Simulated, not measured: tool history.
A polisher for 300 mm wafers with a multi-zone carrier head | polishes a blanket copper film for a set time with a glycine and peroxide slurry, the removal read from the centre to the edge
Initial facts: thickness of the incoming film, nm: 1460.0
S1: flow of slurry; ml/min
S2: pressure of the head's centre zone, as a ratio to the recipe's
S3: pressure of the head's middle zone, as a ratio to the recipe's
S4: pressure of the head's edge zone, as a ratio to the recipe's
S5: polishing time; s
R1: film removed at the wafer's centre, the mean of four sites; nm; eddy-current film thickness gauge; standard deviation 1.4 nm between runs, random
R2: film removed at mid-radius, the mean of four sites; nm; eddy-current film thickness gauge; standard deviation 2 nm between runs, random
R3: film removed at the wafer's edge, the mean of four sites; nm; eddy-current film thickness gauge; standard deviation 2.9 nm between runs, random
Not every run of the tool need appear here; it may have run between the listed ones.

{"run": 1, "day": 0.0, "S1": 300, "S2": 1.0, "S3": 1.0, "S4": 1.0, "S5": 50, "R1": 253.61, "R2": 246.49, "R3": 254.51}
{"run": 2, "day": 0.354, "S1": 300, "S2": 1.0, "S3": 1.03, "S4": 1.0, "S5": 50, "R1": 252.04, "R2": 251.68, "R3": 256.27}
{"run": 3, "day": 0.65, "S1": 300, "S2": 1.0, "S3": 1.03, "S4": 0.97, "S5": 50, "R1": 252.89, "R2": 255.25, "R3": 254.95}
{"run": 4, "day": 0.675, "S1": 230, "S2": 1.0, "S3": 1.03, "S4": 0.97, "S5": 50, "R1": 243.5, "R2": 245.76, "R3": 244.83}
{"run": 5, "day": 0.904, "S1": 220, "S2": 0.99, "S3": 1.03, "S4": 0.96, "S5": 50, "R1": 240.78, "R2": 243.2, "R3": 238.2}
{"run": 6, "day": 1.188, "S1": 215, "S2": 0.98, "S3": 1.03, "S4": 0.97, "S5": 50, "R1": 236.84, "R2": 245.15, "R3": 244.77}

Estimate the outcome of run 7 from the log above:
{"run": 7, "day": 1.338, "S1": 210, "S2": 0.97, "S3": 1.03, "S4": 0.96, "S5": 50, "R1": "?", "R2": "?", "R3": "?"}

{"run 7": {"R1": 232.0, "R2": 238.73, "R3": 237.33}}
